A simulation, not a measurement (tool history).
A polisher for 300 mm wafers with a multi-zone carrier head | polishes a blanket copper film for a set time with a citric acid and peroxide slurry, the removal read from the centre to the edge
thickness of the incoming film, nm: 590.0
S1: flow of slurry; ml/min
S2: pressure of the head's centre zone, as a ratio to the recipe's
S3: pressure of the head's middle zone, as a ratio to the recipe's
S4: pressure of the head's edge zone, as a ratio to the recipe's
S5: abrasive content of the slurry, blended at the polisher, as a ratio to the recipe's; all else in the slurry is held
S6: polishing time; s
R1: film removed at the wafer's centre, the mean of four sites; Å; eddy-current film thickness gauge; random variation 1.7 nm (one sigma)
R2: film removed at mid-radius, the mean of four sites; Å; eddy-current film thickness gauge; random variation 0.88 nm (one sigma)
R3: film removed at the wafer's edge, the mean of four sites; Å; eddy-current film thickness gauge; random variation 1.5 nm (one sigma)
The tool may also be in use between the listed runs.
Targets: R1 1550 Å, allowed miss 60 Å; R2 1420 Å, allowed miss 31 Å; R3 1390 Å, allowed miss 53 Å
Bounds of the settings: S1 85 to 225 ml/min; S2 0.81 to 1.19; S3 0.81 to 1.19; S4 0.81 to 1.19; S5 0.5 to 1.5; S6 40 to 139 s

Run 1, hour 0: S1 145 ml/min, S2 1, S3 1, S4 1, S5 1, S6 89 s. Result: R1 1299.9 Å, R2 1336.9 Å, R3 1306.9 Å.
Run 2, hour 4.2: S1 165 ml/min, S2 1, S3 1, S4 1, S5 1, S6 89 s. Result: R1 1323.2 Å, R2 1364.1 Å, R3 1325.3 Å.
Run 3, hour 9.1: S1 175 ml/min, S2 1.02, S3 1, S4 1, S5 1, S6 89 s. Result: R1 1378.7 Å, R2 1374.5 Å, R3 1317.3 Å.
Run 4, hour 14: S1 140 ml/min, S2 1.02, S3 1, S4 1, S5 1, S6 89 s. Result: R1 1301.7 Å, R2 1325 Å, R3 1304.5 Å.
Run 5, hour 19.6: S1 150 ml/min, S2 1.04, S3 1, S4 1.01, S5 1, S6 89 s. Result: R1 1349 Å, R2 1338.5 Å, R3 1332.3 Å.
Run 6, hour 23.3: S1 150 ml/min, S2 1.04, S3 1, S4 1.01, S5 1, S6 105 s. Result: R1 1563.4 Å, R2 1581.2 Å, R3 1540.5 Å.
Run 7, hour 30.9: S1 140 ml/min, S2 1.05, S3 0.99, S4 0.98, S5 1, S6 105 s. Result: R1 1592.2 Å, R2 1560.1 Å, R3 1538 Å.
Run 8, hour 31.8: S1 125 ml/min, S2 1.08, S3 0.96, S4 0.88, S5 0.75, S6 103 s. Result: R1 1429.1 Å, R2 1347 Å, R3 1305.7 Å.
Run 9, hour 38.7: S1 130 ml/min, S2 1.08, S3 0.96, S4 0.89, S5 0.75, S6 103 s. Result: R1 1472.1 Å, R2 1360 Å, R3 1327.4 Å.
Run 10, hour 45.4: S1 135 ml/min, S2 1.08, S3 0.96, S4 0.9, S5 0.75, S6 103 s. Result: R1 1510 Å, R2 1359.7 Å, R3 1312.2 Å.
Run 11, hour 45.9: S1 135 ml/min, S2 1.08, S3 0.96, S4 0.91, S5 0.75, S6 103 s. Result: R1 1493.6 Å, R2 1370.8 Å, R3 1333.6 Å.

Which of these 4 next moves meets every target?
Run A, hour 46.4: S1 125 ml/min, S2 1.1, S3 0.95, S4 0.82, S5 0.8, S6 105 s. Result: R1 ?, R2 ?, R3 ?.
Run B, hour 46.4: S1 140 ml/min, S2 1.09, S3 0.91, S4 0.82, S5 0.9, S6 103 s. Result: R1 ?, R2 ?, R3 ?.
Run C, hour 46.4: S1 100 ml/min, S2 1.06, S3 1.04, S4 0.94, S5 0.85, S6 103 s. Result: R1 ?, R2 ?, R3 ?.
Run D, hour 46.4: S1 150 ml/min, S2 1.08, S3 0.95, S4 0.92, S5 0.7, S6 107 s. Result: R1 ?, R2 ?, R3 ?.

move      R1      R2      R3
   A  1517.2  1386.5  1298.6
   B  1558.5  1382.4  1333.1
   C  1363.4    1407  1320.6
   D    1536  1422.2  1387.6
A: further off than the last run
B: nearer than the last run, and not there yet
C: brings the result that was furthest off to its target, and leaves another outside
D: meets every target
Move D is the one to make.

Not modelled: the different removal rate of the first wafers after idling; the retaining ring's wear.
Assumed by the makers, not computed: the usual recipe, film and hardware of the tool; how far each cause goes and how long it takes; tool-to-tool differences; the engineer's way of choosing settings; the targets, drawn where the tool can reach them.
